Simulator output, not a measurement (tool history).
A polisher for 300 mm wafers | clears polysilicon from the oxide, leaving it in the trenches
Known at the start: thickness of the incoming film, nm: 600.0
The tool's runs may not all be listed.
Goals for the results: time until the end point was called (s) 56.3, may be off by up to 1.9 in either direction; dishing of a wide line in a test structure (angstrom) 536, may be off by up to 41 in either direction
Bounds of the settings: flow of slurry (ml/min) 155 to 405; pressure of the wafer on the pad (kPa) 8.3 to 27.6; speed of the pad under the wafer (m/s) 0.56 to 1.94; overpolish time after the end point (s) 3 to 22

run	day	flow of slurry (ml/min)	pressure of the wafer on the pad (kPa)	speed of the pad under the wafer (m/s)	overpolish time after the end point (s)	time until the end point was called (s)	dishing of a wide line in a test structure (angstrom)
1	0	260	17.9	1.24	11	47.829	684.43
2	0.196	310	17.9	1.24	11	48.09	668.48
3	0.404	310	17.2	1.24	10	48.756	633.01
4	0.729	310	17.2	0.96	10	63.516	570.76
5	0.775	310	17.9	0.96	9	60.717	536.05
6	1.1	310	17.9	1.22	9	47.457	624.13
7	1.417	310	17.2	1.22	8	50.077	603.42
8	1.488	310	16.5	1.22	7	51.873	508.35

Consider the 4 candidate settings below. Which is the only one whose results all fall within their allowed miss of target?
A	1.558	325	15.9	1.24	7	?	?
B	1.558	335	18.6	1.14	7	?	?
C	1.558	310	17.9	1.2	6	?	?
D	1.558	290	18.6	1	8	?	?

move	time until the end point was called (s)	dishing of a wide line in a test structure (angstrom)
A	53.261	501.97
B	49.344	525.6
C	49.028	480.05
D	56.716	523.83
A: better than the last run, though not everything is in spec
B: lands further from the targets than the last run did
C: lands further from the targets than the last run did
D: hits every target within its allowed miss
The move that meets every target is D.

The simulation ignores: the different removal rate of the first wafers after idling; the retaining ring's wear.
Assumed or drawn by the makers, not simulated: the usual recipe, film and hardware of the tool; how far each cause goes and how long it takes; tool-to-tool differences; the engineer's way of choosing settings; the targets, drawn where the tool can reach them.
